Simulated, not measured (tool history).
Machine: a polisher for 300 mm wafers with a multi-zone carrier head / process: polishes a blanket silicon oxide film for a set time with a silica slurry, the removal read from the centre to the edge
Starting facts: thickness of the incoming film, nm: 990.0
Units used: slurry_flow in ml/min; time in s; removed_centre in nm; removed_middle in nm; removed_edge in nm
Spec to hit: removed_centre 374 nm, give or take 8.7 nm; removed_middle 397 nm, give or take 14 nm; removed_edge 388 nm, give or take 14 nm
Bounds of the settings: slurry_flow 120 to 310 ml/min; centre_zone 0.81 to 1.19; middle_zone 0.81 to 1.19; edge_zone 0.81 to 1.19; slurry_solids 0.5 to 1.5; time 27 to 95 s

Run 1, hour 0: slurry_flow 200 ml/min, centre_zone 1, middle_zone 1, edge_zone 1, slurry_solids 1, time 61 s. Result: removed_centre 260.54 nm, removed_middle 258.31 nm, removed_edge 258.77 nm.
Run 2, hour 1.5: slurry_flow 200 ml/min, centre_zone 1, middle_zone 1, edge_zone 0.92, slurry_solids 1, time 61 s. Result: removed_centre 260.74 nm, removed_middle 260.74 nm, removed_edge 250.35 nm.
Run 3, hour 7.3: slurry_flow 205 ml/min, centre_zone 1, middle_zone 1.01, edge_zone 0.95, slurry_solids 1.05, time 62 s. Result: removed_centre 267.69 nm, removed_middle 267.48 nm, removed_edge 264.85 nm.
Run 4, hour 14: slurry_flow 205 ml/min, centre_zone 1, middle_zone 1.01, edge_zone 0.99, slurry_solids 1.05, time 62 s. Result: removed_centre 269.72 nm, removed_middle 269.05 nm, removed_edge 266.7 nm.
Run 5, hour 16.3: slurry_flow 205 ml/min, centre_zone 1, middle_zone 1.01, edge_zone 0.91, slurry_solids 1.05, time 62 s. Result: removed_centre 267.73 nm, removed_middle 263.03 nm, removed_edge 261.5 nm.
Run 6, hour 20.5: slurry_flow 200 ml/min, centre_zone 1.01, middle_zone 1.03, edge_zone 0.93, slurry_solids 1.1, time 63 s. Result: removed_centre 277.26 nm, removed_middle 277.77 nm, removed_edge 266.64 nm.
Run 7, hour 25.5: slurry_flow 210 ml/min, centre_zone 1.01, middle_zone 1.04, edge_zone 0.95, slurry_solids 1.15, time 64 s. Result: removed_centre 286.2 nm, removed_middle 285.62 nm, removed_edge 282.58 nm.
Run 8, hour 27.5: slurry_flow 205 ml/min, centre_zone 1.01, middle_zone 1.06, edge_zone 0.95, slurry_solids 1.2, time 66 s. Result: removed_centre 298.68 nm, removed_middle 311.5 nm, removed_edge 296.14 nm.
Run 9, hour 31.8: slurry_flow 210 ml/min, centre_zone 1.02, middle_zone 1.07, edge_zone 0.97, slurry_solids 1.25, time 67 s. Result: removed_centre 311.07 nm, removed_middle 319.51 nm, removed_edge 299.15 nm.
Run 10, hour 36.8: slurry_flow 180 ml/min, centre_zone 0.94, middle_zone 1.02, edge_zone 0.99, slurry_solids 1.5, time 81 s. Result: removed_centre 350.38 nm, removed_middle 389.59 nm, removed_edge 379.6 nm.
Run 11, hour 40.7: slurry_flow 185 ml/min, centre_zone 0.94, middle_zone 1.02, edge_zone 0.99, slurry_solids 1.5, time 81 s. Result: removed_centre 356.37 nm, removed_middle 385.34 nm, removed_edge 385.41 nm.
Run 12, hour 42.4: slurry_flow 190 ml/min, centre_zone 0.94, middle_zone 1.02, edge_zone 0.99, slurry_solids 1.5, time 81 s. Result: removed_centre 358.28 nm, removed_middle 384.81 nm, removed_edge 382.06 nm.
Run 13, hour 43.9: slurry_flow 195 ml/min, centre_zone 0.94, middle_zone 1.02, edge_zone 0.99, slurry_solids 1.5, time 81 s. Result: removed_centre 355.58 nm, removed_middle 392.43 nm, removed_edge 382.65 nm.
Run 14, hour 48.5: slurry_flow 195 ml/min, centre_zone 0.94, middle_zone 1.02, edge_zone 0.99, slurry_solids 1.5, time 81 s. Result: removed_centre 356.53 nm, removed_middle 384.77 nm, removed_edge 388.5 nm.

Of the 4 settings listed for the next run, only one would bring every result within its allowed miss of target. Which one?
Run A, hour 53.1: slurry_flow 240 ml/min, centre_zone 0.92, middle_zone 1.04, edge_zone 1.11, slurry_solids 1.5, time 77 s. Result: removed_centre ?, removed_middle ?, removed_edge ?.
Run B, hour 53.1: slurry_flow 245 ml/min, centre_zone 0.96, middle_zone 1.03, edge_zone 1.02, slurry_solids 1.3, time 83 s. Result: removed_centre ?, removed_middle ?, removed_edge ?.
Run C, hour 53.1: slurry_flow 190 ml/min, centre_zone 0.93, middle_zone 0.9, edge_zone 0.94, slurry_solids 1.5, time 84 s. Result: removed_centre ?, removed_middle ?, removed_edge ?.
Run D, hour 53.1: slurry_flow 205 ml/min, centre_zone 0.89, middle_zone 0.99, edge_zone 1, slurry_solids 1.35, time 85 s. Result: removed_centre ?, removed_middle ?, removed_edge ?.

move  removed_centre  removed_middle  removed_edge
   A           347.9           387.6        398.64
   B          377.47          399.48        397.01
   C          370.54          363.39        392.75
   D          352.93          391.13        400.39
A: moves away from the targets compared with the last run
B: each result inside its tolerance
C: meets the target for the result that was furthest off, but another lies outside its allowed miss
D: moves away from the targets compared with the last run
The move that meets every target is B.
